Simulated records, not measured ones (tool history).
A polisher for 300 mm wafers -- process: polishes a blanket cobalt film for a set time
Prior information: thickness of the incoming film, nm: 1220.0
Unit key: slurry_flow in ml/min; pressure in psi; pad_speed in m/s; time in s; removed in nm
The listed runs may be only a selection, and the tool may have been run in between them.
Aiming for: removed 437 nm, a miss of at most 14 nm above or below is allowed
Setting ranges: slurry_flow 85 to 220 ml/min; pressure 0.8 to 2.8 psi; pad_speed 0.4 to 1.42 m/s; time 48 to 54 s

run  hour  slurry_flow  pressure  pad_speed  time  removed
  1     0          140       1.8        0.9    54   250.28
  2   8.1          145       1.9        0.9    54   259.17
  3  13.2          145       1.9       0.72    54   212.81
  4  15.5          145         2       0.74    54   228.85
  5  17.3          145       2.2       0.74    54   248.87
  6  23.8          145       2.2       0.54    54   185.78
  7  28.5          150       2.3       0.58    54   205.82
  8  30.5          150       2.4       0.62    54   234.78
  9  31.9          155       2.4       0.66    54    251.7
 10  39.9          160       2.4       0.68    54   257.23
 11    42          165       2.4        0.7    54   264.69
 12  50.7          165       2.4       0.72    54   274.75
 13    58          170       2.4       0.74    54    283.8
 14  64.6          200       2.8       0.92    54   407.75

Which single option among these 5 for the next run brings every result within its allowed miss of target? Just one does.
  A  71.2          200       2.7       1.04    50        ?
  B  71.2          175       2.7        0.9    54        ?
  C  71.2          185       2.6        0.9    54        ?
  D  71.2          155       2.8       1.08    51        ?
  E  71.2          195       2.7       1.02    50        ?

move  removed
   A    420.1
   B   386.87
   C   375.87
   D   443.43
   E   410.84
A: an improvement on the last run, though not all results are within tolerance
B: its largest miss is bigger than the last run's
C: its largest miss is bigger than the last run's
D: each result inside its tolerance
E: an improvement on the last run, though not all results are within tolerance
So the answer is move D, the one that meets all the targets.
